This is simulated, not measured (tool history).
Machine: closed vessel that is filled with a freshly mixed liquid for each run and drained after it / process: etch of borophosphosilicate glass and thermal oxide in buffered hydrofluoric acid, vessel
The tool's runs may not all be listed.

run  hour  temperature setpoint of the liquid (C)  parts of 40 % ammonium fluoride to one part of 49 % hydrofluoric acid (parts by volume)  time in the liquid (s)  thickness taken off the borophosphosilicate glass on a monitor wafer (Å)  thickness taken off the thermal oxide on a monitor wafer (Å)
  1     0                                      24                                                                                      9.5                      60                                                                    829.21                                                        706.11
  2   8.4                                      25                                                                                      9.5                      60                                                                    869.74                                                         745.8
  3  10.6                                      26                                                                                      9.5                      60                                                                     916.3                                                         782.5
  4  15.1                                      27                                                                                      9.5                      60                                                                     971.1                                                        836.11
  5  21.5                                    27.5                                                                                      9.5                      60                                                                    992.95                                                        866.79
  6    24                                      28                                                                                      9.5                      60                                                                    1025.8                                                        871.24

Expected results for the next run?
  7    31                                    28.5                                                                                      9.5                      60                                                                         ?                                                             ?

Logged for run 7: thickness taken off the borophosphosilicate glass on a monitor wafer (Å) 1050.2, thickness taken off the thermal oxide on a monitor wafer (Å) 899.8.

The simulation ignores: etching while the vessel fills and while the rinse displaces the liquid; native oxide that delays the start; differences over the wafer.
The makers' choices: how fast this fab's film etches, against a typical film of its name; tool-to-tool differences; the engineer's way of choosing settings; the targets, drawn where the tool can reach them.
